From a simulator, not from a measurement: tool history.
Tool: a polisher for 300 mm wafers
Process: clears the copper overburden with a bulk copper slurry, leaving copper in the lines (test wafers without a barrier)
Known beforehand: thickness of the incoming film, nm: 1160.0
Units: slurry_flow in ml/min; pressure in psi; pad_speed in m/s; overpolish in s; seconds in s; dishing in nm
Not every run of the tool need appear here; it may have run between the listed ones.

{"run": 1, "day": 0.0, "slurry_flow": 190, "pressure": 3.3, "pad_speed": 1.12, "slurry_solids": 1.0, "overpolish": 30, "seconds": 114.16, "dishing": 124.22}
{"run": 2, "day": 0.075, "slurry_flow": 185, "pressure": 3.2, "pad_speed": 1.12, "slurry_solids": 1.0, "overpolish": 35, "seconds": 119.05, "dishing": 133.87}
{"run": 3, "day": 0.158, "slurry_flow": 180, "pressure": 3.1, "pad_speed": 1.12, "slurry_solids": 1.0, "overpolish": 38, "seconds": 120.69, "dishing": 131.12}
{"run": 4, "day": 0.362, "slurry_flow": 180, "pressure": 3.1, "pad_speed": 1.12, "slurry_solids": 1.0, "overpolish": 48, "seconds": 124.1, "dishing": 138.38}
{"run": 5, "day": 0.512, "slurry_flow": 215, "pressure": 3.1, "pad_speed": 1.12, "slurry_solids": 1.0, "overpolish": 48, "seconds": 119.01, "dishing": 142.66}
{"run": 6, "day": 0.538, "slurry_flow": 215, "pressure": 3.1, "pad_speed": 1.12, "slurry_solids": 0.85, "overpolish": 48, "seconds": 122.59, "dishing": 142.69}

Forecast run 7:
{"run": 7, "day": 0.617, "slurry_flow": 190, "pressure": 2.8, "pad_speed": 1.1, "slurry_solids": 0.8, "overpolish": 59, "seconds": "?", "dishing": "?"}

{"run 7": {"seconds": 139.44, "dishing": 143.11}}
